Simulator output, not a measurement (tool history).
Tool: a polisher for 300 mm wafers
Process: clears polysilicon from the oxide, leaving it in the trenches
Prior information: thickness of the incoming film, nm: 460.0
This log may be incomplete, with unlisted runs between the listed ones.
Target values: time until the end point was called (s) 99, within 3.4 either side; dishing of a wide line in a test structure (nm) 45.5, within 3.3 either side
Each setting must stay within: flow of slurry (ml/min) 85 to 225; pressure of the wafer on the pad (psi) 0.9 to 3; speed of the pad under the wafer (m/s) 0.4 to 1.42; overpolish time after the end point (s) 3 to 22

| run | hour | flow of slurry (ml/min) | pressure of the wafer on the pad (psi) | speed of the pad under the wafer (m/s) | overpolish time after the end point (s) | time until the end point was called (s) | dishing of a wide line in a test structure (nm) |
|---|---|---|---|---|---|---|---|
| 1 | 0 | 145 | 1.9 | 0.9 | 11 | 56.681 | 52.391 |
| 2 | 5.8 | 125 | 1.9 | 0.9 | 11 | 57.585 | 51.086 |
| 3 | 11.4 | 125 | 1.7 | 0.9 | 12 | 63.746 | 51.808 |
| 4 | 17.1 | 110 | 1.7 | 0.9 | 12 | 65.612 | 48.793 |
| 5 | 18 | 110 | 1.7 | 1.12 | 12 | 53.517 | 55.311 |
| 6 | 22.5 | 110 | 1.7 | 1.12 | 14 | 53.74 | 57.635 |
| 7 | 31.1 | 105 | 1.5 | 1.08 | 14 | 63.636 | 52.295 |
| 8 | 40.1 | 105 | 1.4 | 1.06 | 15 | 68.244 | 53.154 |
| 9 | 40.9 | 105 | 1.3 | 1.04 | 15 | 74.994 | 52.172 |
| 10 | 42.5 | 105 | 1.2 | 1.04 | 15 | 81.056 | 51.449 |
| 11 | 49 | 100 | 0.9 | 1.02 | 14 | 110.71 | 41.443 |
| 12 | 50.6 | 105 | 0.9 | 1.02 | 14 | 107.27 | 40.873 |
| 13 | 59.5 | 110 | 0.9 | 1.02 | 14 | 107.14 | 42.447 |
| 14 | 66.3 | 115 | 0.9 | 1.02 | 14 | 106.3 | 41.214 |
| 15 | 68.4 | 120 | 0.9 | 1.02 | 15 | 104.02 | 45.045 |
| 16 | 69.7 | 125 | 0.9 | 1.02 | 15 | 103.96 | 43.561 |
| 17 | 74.2 | 130 | 0.9 | 1.02 | 15 | 103.96 | 44.736 |
| 18 | 77.4 | 135 | 1 | 1.02 | 15 | 92.275 | 45.854 |
| 19 | 82.1 | 130 | 1 | 1.02 | 15 | 92.208 | 48.081 |

Which one of the following 4 next-run settings gets every result inside its allowed miss? There is exactly one.
| A | 86.8 | 130 | 0.9 | 1.06 | 15 | ? | ? |
| B | 86.8 | 110 | 1.1 | 1 | 14 | ? | ? |
| C | 86.8 | 105 | 1.1 | 0.84 | 16 | ? | ? |
| D | 86.8 | 110 | 1.2 | 0.92 | 20 | ? | ? |

| move | time until the end point was called (s) | dishing of a wide line in a test structure (nm) |
|---|---|---|
| A | 98.298 | 47.674 |
| B | 89.67 | 48.272 |
| C | 107.57 | 47.002 |
| D | 89.514 | 57.191 |
A: all results land within tolerance of their targets
B: further off than the last run
C: carries the result that was furthest off beyond its target, to the other side
D: further off than the last run
So the answer is move A, the one that meets all the targets.

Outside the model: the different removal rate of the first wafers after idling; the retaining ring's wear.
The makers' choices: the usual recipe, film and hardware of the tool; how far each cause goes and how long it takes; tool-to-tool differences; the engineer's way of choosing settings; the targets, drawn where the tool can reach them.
